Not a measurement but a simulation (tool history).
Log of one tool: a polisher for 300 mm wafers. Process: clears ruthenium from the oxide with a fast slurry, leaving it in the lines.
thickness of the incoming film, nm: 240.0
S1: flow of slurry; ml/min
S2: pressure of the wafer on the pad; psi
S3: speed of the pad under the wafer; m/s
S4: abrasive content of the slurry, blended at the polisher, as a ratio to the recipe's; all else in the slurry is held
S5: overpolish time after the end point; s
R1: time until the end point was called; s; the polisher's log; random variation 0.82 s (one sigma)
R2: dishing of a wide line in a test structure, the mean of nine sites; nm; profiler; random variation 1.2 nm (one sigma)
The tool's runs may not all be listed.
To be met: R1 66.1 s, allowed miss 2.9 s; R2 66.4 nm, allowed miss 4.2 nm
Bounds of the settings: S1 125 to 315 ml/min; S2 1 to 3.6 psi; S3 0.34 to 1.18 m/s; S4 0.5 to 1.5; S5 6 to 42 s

Run 1, hour 0: S1 205 ml/min, S2 2.3 psi, S3 0.76 m/s, S4 1, S5 21 s. Result: R1 75.829 s, R2 44.653 nm.
Run 2, hour 3.7: S1 180 ml/min, S2 2.3 psi, S3 0.76 m/s, S4 1, S5 21 s. Result: R1 80.319 s, R2 42.897 nm.
Run 3, hour 6: S1 180 ml/min, S2 2.6 psi, S3 0.76 m/s, S4 1, S5 21 s. Result: R1 68.414 s, R2 45.622 nm.
Run 4, hour 6.7: S1 180 ml/min, S2 2.6 psi, S3 0.76 m/s, S4 1.2, S5 21 s. Result: R1 65.456 s, R2 51.92 nm.
At hour 15.7: head pressure recalibrated.
Run 5, hour 15.7: S1 180 ml/min, S2 2.6 psi, S3 0.76 m/s, S4 1.4, S5 21 s. Result: R1 56.145 s, R2 59.448 nm.
Run 6, hour 19.2: S1 175 ml/min, S2 2.5 psi, S3 0.76 m/s, S4 1.4, S5 23 s. Result: R1 58.114 s, R2 63.51 nm.
Run 7, hour 22.9: S1 170 ml/min, S2 2.4 psi, S3 0.76 m/s, S4 1.4, S5 24 s. Result: R1 61.293 s, R2 59.427 nm.
Run 8, hour 26.4: S1 165 ml/min, S2 2.4 psi, S3 0.76 m/s, S4 1.4, S5 26 s. Result: R1 60.082 s, R2 63.691 nm.

5 next moves are on the table. One of them brings every result within its allowed miss. Which?
Run A, hour 29.9: S1 170 ml/min, S2 2.9 psi, S3 0.74 m/s, S4 1.35, S5 21 s. Result: R1 ?, R2 ?.
Run B, hour 29.9: S1 155 ml/min, S2 2.3 psi, S3 0.74 m/s, S4 1.35, S5 29 s. Result: R1 ?, R2 ?.
Run C, hour 29.9: S1 150 ml/min, S2 2.1 psi, S3 0.84 m/s, S4 1.5, S5 26 s. Result: R1 ?, R2 ?.
Run D, hour 29.9: S1 195 ml/min, S2 2.2 psi, S3 0.66 m/s, S4 1.45, S5 30 s. Result: R1 ?, R2 ?.
Run E, hour 29.9: S1 195 ml/min, S2 2.3 psi, S3 0.76 m/s, S4 1.5, S5 28 s. Result: R1 ?, R2 ?.

move      R1      R2
   A  51.356  61.064
   B  64.267   66.41
   C  59.654  64.485
   D  70.102  63.488
   E    58.1  70.184
A: further off than the last run
B: meets every target
C: further off than the last run
D: takes the result that was furthest off past its target
E: further off than the last run
Answer: B

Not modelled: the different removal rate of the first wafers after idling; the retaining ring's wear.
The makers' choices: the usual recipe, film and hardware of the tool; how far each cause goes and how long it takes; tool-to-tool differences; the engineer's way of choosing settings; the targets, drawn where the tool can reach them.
